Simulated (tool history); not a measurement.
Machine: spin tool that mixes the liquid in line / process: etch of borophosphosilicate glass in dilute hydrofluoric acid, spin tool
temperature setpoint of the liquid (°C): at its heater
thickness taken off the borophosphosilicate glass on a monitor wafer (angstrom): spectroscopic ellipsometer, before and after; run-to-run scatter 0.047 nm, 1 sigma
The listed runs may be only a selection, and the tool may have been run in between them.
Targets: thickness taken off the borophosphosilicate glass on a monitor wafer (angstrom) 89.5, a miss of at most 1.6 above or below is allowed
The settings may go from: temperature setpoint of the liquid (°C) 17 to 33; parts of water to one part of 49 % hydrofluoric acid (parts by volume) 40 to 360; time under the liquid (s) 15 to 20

| run | day | temperature setpoint of the liquid (°C) | parts of water to one part of 49 % hydrofluoric acid (parts by volume) | time under the liquid (s) | thickness taken off the borophosphosilicate glass on a monitor wafer (angstrom) |
|---|---|---|---|---|---|
| 1 | 0 | 25 | 200 | 20 | 42.536 |
| 2 | 0.079 | 25 | 200 | 15 | 31.897 |
| 3 | 0.225 | 26.5 | 175 | 15 | 38.939 |
| 4 | 0.579 | 26.5 | 175 | 20 | 52.339 |
| 5 | 0.846 | 26.5 | 175 | 15 | 39.485 |
| 6 | 1.079 | 27.5 | 145 | 15 | 50.685 |
| 7 | 1.242 | 28.5 | 130 | 15 | 60.437 |
| 8 | 1.55 | 29.5 | 120 | 15 | 68.204 |
| 9 | 1.854 | 30.5 | 115 | 15 | 74.72 |
| 10 | 1.988 | 30.5 | 115 | 15 | 74.552 |
| 11 | 2.075 | 31 | 115 | 15 | 76.651 |
| 12 | 2.45 | 31.5 | 115 | 15 | 78.048 |

Exactly one of the 5 candidate moves below puts every result within its allowed miss. Which one?
| A | 2.825 | 31.5 | 120 | 15 | ? |
| B | 2.825 | 32.5 | 135 | 20 | ? |
| C | 2.825 | 30 | 120 | 20 | ? |
| D | 2.825 | 31.5 | 135 | 15 | ? |
| E | 2.825 | 31.5 | 125 | 20 | ? |

| move | thickness taken off the borophosphosilicate glass on a monitor wafer (angstrom) |
|---|---|
| A | 73.132 |
| B | 87.954 |
| C | 92.302 |
| D | 63.655 |
| E | 92.95 |
A: moves away from the targets compared with the last run
B: all results in spec
C: takes the biggest miss from the last run beyond its target
D: moves away from the targets compared with the last run
E: takes the biggest miss from the last run beyond its target
B is the move that brings every result within its allowed miss.

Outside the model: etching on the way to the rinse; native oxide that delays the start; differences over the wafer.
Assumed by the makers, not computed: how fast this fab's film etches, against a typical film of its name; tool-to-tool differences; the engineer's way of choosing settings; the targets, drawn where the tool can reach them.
